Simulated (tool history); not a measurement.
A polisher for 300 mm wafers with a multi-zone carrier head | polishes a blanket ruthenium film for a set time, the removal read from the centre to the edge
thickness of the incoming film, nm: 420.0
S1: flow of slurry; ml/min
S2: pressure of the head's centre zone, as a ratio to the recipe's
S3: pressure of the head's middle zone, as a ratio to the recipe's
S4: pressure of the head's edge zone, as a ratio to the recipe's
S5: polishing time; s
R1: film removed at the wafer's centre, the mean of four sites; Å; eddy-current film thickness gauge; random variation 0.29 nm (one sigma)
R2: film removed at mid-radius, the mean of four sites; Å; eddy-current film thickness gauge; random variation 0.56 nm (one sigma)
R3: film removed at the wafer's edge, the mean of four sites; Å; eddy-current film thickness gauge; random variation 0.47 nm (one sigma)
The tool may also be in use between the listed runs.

run 1 hour=0 | S1=130 S2=1 S3=1 S4=1 S5=65 | R1=451.22 R2=441.42 R3=457.49
run 2 hour=1.7 | S1=130 S2=1 S3=1 S4=1 S5=73 | R1=503.19 R2=496.19 R3=504.15
run 3 hour=2.5 | S1=145 S2=1 S3=1 S4=1 S5=73 | R1=516.5 R2=500.05 R3=525.09
run 4 hour=5 | S1=130 S2=0.95 S3=1.01 S4=0.97 S5=72 | R1=470.96 R2=491.25 R3=489.69
run 5 hour=13.8 | S1=130 S2=0.95 S3=1.07 S4=0.97 S5=72 | R1=478.84 R2=509.87 R3=501.94
run 6 hour=20.1 | S1=100 S2=0.95 S3=1.07 S4=0.97 S5=72 | R1=439.89 R2=489.6 R3=467.91
run 7 hour=20.8 | S1=95 S2=0.93 S3=1.07 S4=0.95 S5=72 | R1=424.76 R2=467.58 R3=467.22

The next listed run, before its measurement:
run 8 hour=28.7 | S1=95 S2=0.92 S3=1.11 S4=0.93 S5=71 | R1=? R2=? R3=?

{"run 8": {"R1": 414.13, "R2": 491.31, "R3": 465.19}}
